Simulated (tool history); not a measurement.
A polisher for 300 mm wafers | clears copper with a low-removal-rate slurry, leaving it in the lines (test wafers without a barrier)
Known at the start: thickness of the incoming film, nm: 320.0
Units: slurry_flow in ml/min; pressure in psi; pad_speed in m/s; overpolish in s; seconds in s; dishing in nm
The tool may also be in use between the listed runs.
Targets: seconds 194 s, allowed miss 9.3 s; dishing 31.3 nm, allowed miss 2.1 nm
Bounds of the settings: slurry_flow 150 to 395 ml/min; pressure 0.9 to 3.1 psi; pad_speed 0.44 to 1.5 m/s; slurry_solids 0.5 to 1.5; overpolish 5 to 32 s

run    day  slurry_flow  pressure  pad_speed  slurry_solids  overpolish  seconds  dishing
  1      0          250         2       0.96              1          16   185.57   20.483
  2  0.267          250         2       0.84              1          16   215.79    18.76
  3  0.408          250       2.1       0.84              1          18   207.56   21.409
  4  0.675          250       2.1       0.84           1.15          18   198.62   21.654
  5  0.838          245       2.1       0.84           1.15          20   199.09   24.559
  6  1.212          245       2.1       0.84           1.15          15   198.05   18.439
  7  1.483          240       2.1       0.84           1.15          17   198.04   20.651
  8  1.796          240       2.1       0.84           1.15          19   199.61   23.336
  9  1.833          240       2.1       0.84           1.15          19   192.97   22.562
 10  2.092          255       2.1       0.84            1.1          20   196.91   23.949
 11  2.408          245       2.1       0.84            1.1          21   198.19   23.846
 12  2.729          245       2.1       0.84            1.1          21    200.5   24.276
 13    3.1          245       2.1       0.84            1.1          22   205.42   26.522
 14  3.471          245       2.1       0.84            1.1          23   198.99   26.065
 15  3.625          245       2.1       0.84            1.1          24   202.07    26.13

Which of these 4 next moves meets every target?
  A  3.779          265         3       0.62            0.9          19        ?        ?
  B  3.779          220       2.2       0.78              1          25        ?        ?
  C  3.779          240       2.3        0.7           1.15          30        ?        ?
  D  3.779          245       2.1       0.88            1.1          27        ?        ?

move  seconds  dishing
   A   216.35   21.879
   B   219.82   26.822
   C   225.58   30.438
   D   195.68   31.163
A: further off than the last run
B: further off than the last run
C: brings the result that was furthest off to its target, and leaves another outside
D: meets every target
Answer: D

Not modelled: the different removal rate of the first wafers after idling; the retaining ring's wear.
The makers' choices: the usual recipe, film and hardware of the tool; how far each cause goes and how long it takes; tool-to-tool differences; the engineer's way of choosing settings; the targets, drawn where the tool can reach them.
